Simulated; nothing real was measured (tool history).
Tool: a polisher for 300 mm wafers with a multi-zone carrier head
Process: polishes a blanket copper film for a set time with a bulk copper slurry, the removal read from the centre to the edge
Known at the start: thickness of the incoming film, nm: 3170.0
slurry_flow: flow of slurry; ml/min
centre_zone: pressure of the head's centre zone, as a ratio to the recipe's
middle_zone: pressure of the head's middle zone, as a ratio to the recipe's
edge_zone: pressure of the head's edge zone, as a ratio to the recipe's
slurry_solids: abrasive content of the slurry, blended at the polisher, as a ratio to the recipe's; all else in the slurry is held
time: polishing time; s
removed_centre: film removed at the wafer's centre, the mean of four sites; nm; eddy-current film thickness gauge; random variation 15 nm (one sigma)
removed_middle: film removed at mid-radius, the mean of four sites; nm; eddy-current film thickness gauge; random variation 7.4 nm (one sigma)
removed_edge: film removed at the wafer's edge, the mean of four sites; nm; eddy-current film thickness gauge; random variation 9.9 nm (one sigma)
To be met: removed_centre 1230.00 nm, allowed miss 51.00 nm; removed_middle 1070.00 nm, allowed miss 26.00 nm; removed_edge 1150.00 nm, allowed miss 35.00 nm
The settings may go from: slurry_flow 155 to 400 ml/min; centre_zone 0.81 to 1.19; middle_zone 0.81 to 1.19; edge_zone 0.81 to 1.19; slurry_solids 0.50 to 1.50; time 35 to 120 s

run	hour	slurry_flow	centre_zone	middle_zone	edge_zone	slurry_solids	time	removed_centre	removed_middle	removed_edge
1	0.0	255	1.00	1.00	1.00	1.00	77	852.26	833.74	833.39
2	2.2	260	1.01	1.00	1.02	1.05	78	889.64	855.29	877.85
3	6.9	265	1.03	1.01	1.03	1.10	78	909.00	884.71	882.05
4	10.4	265	1.03	1.01	1.00	1.10	78	896.48	876.24	885.49
5	11.5	270	1.05	1.01	1.01	1.15	79	933.41	902.99	916.38
6	16.4	275	1.06	1.01	1.02	1.15	80	979.65	907.50	915.80
7	25.2	275	1.06	1.01	1.03	1.20	81	981.19	922.65	946.30
8	29.9	280	1.07	1.01	1.04	1.25	82	1032.00	943.65	970.89
9	31.7	280	1.07	1.01	1.05	1.30	83	1034.40	977.04	986.51
10	36.9	315	1.17	0.94	1.15	1.50	89	1272.10	1013.80	1152.30
11	41.8	315	1.17	0.95	1.15	1.50	89	1295.00	1030.70	1132.50

Which of these 4 next moves meets every target?
A	46.7	320	1.18	0.92	1.11	1.35	93	?	?	?
B	46.7	325	1.11	0.99	1.16	1.35	91	?	?	?
C	46.7	285	1.19	0.90	1.16	1.45	90	?	?	?
D	46.7	305	1.08	0.89	1.17	1.45	89	?	?	?

move	removed_centre	removed_middle	removed_edge
A	1318.50	1012.90	1154.10
B	1215.50	1055.60	1150.40
C	1291.10	966.77	1146.00
D	1165.90	953.67	1143.00
A: further off than the last run
B: meets every target
C: further off than the last run
D: further off than the last run
Move B is the one to make.
